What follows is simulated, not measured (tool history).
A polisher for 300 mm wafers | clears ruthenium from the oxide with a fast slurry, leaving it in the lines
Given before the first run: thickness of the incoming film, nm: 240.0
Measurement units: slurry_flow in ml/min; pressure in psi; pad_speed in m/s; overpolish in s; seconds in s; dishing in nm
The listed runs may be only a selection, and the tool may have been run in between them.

run	day	slurry_flow	pressure	pad_speed	slurry_solids	overpolish	seconds	dishing
1	0.000	230	2.4	1.12	1.0	26	73.303	58.033
2	0.200	230	2.6	1.12	1.0	25	68.206	59.459
3	0.546	230	2.8	1.12	1.0	24	63.740	59.057
4	0.821	230	3.0	1.12	1.0	24	61.837	62.787
5	0.979	230	3.0	1.12	1.1	24	57.643	63.608
6	1.138	230	3.3	1.12	1.1	24	53.758	66.996
7	1.179	230	3.4	1.12	1.1	23	52.172	65.789

Expected results for the next run?
8	1.254	230	3.5	1.12	1.1	23	?	?

For run 8 the tool returned seconds 51.781 s, dishing 66.437 nm.
